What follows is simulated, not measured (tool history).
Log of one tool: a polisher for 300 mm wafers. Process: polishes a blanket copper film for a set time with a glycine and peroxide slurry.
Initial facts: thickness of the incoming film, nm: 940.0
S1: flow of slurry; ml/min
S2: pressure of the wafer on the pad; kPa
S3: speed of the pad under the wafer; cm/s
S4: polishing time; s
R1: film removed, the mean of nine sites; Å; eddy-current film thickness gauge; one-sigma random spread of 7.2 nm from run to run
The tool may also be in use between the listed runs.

Run 1, day 0: S1 190 ml/min, S2 12.4 kPa, S3 126 cm/s, S4 90 s. Result: R1 4418.1 Å.
Run 2, day 0.188: S1 190 ml/min, S2 13.8 kPa, S3 128 cm/s, S4 90 s. Result: R1 4894.9 Å.
Run 3, day 0.375: S1 190 ml/min, S2 13.8 kPa, S3 116 cm/s, S4 90 s. Result: R1 4471.7 Å.
Run 4, day 0.662: S1 190 ml/min, S2 13.8 kPa, S3 116 cm/s, S4 90 s. Result: R1 4464.6 Å.
Run 5, day 0.933: S1 190 ml/min, S2 15.2 kPa, S3 118 cm/s, S4 90 s. Result: R1 4979.8 Å.
Run 6, day 1.129: S1 220 ml/min, S2 15.2 kPa, S3 118 cm/s, S4 90 s. Result: R1 5057.1 Å.
Run 7, day 1.283: S1 220 ml/min, S2 15.9 kPa, S3 118 cm/s, S4 90 s. Result: R1 5366 Å.
Run 8, day 1.65: S1 220 ml/min, S2 16.5 kPa, S3 118 cm/s, S4 90 s. Result: R1 5441 Å.

Run 9 has not been measured yet. What should we expect?
Run 9, day 1.85: S1 220 ml/min, S2 17.2 kPa, S3 120 cm/s, S4 90 s. Result: R1 ?.

For run 9 the tool returned R1 5685.5 Å.

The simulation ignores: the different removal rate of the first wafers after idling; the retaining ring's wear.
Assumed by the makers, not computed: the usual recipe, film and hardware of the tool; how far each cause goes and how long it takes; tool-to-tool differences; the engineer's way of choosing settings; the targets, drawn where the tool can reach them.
